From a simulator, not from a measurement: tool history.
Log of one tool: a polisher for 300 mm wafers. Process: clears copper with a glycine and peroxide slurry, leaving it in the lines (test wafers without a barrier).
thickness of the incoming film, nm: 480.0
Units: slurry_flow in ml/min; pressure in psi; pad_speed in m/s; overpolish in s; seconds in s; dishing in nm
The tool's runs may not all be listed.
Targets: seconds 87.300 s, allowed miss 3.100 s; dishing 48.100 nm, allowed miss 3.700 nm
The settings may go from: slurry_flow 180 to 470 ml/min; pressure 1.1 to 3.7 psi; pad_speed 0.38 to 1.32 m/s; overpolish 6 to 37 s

run  hour  slurry_flow  pressure  pad_speed  overpolish  seconds  dishing
  1   0.0          300       2.4       0.84          19  111.680   50.141
  2   8.9          300       1.8       0.84          19  133.330   42.989
  3  10.7          300       2.0       0.84          18  125.090   43.558
  4  12.3          300       2.2       0.84          17  116.810   44.317
  5  21.0          300       2.2       0.84          22  116.730   54.591
  6  28.8          300       2.3       0.84          21  113.860   51.809
  7  34.5          300       2.4       0.84          20  108.630   54.196
  8  40.3          305       3.0       0.88          11   90.404   39.668

4 next moves are on the table. One of them brings every result within its allowed miss. Which?
  A  46.1          360       2.4       1.10          14        ?        ?
  B  46.1          395       2.7       0.82          17        ?        ?
  C  46.1          350       2.8       0.94          10        ?        ?
  D  46.1          310       2.8       0.94           9        ?        ?

move  seconds  dishing
   A   87.279   46.955
   B  100.340   49.771
   C   88.700   35.256
   D   90.027   31.732
A: meets every target
B: brings the result that was furthest off to its target, and leaves another outside
C: further off than the last run
D: further off than the last run
Answer: A
